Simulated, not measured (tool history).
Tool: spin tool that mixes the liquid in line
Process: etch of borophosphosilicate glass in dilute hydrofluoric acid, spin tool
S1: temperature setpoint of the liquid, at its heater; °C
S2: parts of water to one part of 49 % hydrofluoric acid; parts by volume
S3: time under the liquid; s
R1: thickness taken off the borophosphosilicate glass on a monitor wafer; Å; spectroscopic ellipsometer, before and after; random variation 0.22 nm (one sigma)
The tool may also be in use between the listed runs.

{"run": 1, "day": 0.0, "S1": 21.0, "S2": 245, "S3": 295, "R1": 343.0}
{"run": 2, "day": 0.371, "S1": 21.0, "S2": 245, "S3": 315, "R1": 357.14}
{"run": 3, "day": 0.746, "S1": 21.0, "S2": 245, "S3": 295, "R1": 342.33}
{"run": 4, "day": 0.879, "S1": 21.0, "S2": 320, "S3": 295, "R1": 244.1}
{"run": 5, "day": 1.154, "S1": 24.0, "S2": 320, "S3": 295, "R1": 270.69}
{"run": 6, "day": 1.275, "S1": 24.0, "S2": 320, "S3": 295, "R1": 272.19}
{"run": 7, "day": 1.338, "S1": 23.0, "S2": 320, "S3": 295, "R1": 260.32}
{"run": 8, "day": 1.558, "S1": 22.0, "S2": 320, "S3": 295, "R1": 250.18}
{"run": 9, "day": 1.933, "S1": 21.5, "S2": 320, "S3": 295, "R1": 249.95}

Run 10 comes next. What will it give?
{"run": 10, "day": 2.062, "S1": 21.0, "S2": 320, "S3": 295, "R1": "?"}

R1: 238.84 Å

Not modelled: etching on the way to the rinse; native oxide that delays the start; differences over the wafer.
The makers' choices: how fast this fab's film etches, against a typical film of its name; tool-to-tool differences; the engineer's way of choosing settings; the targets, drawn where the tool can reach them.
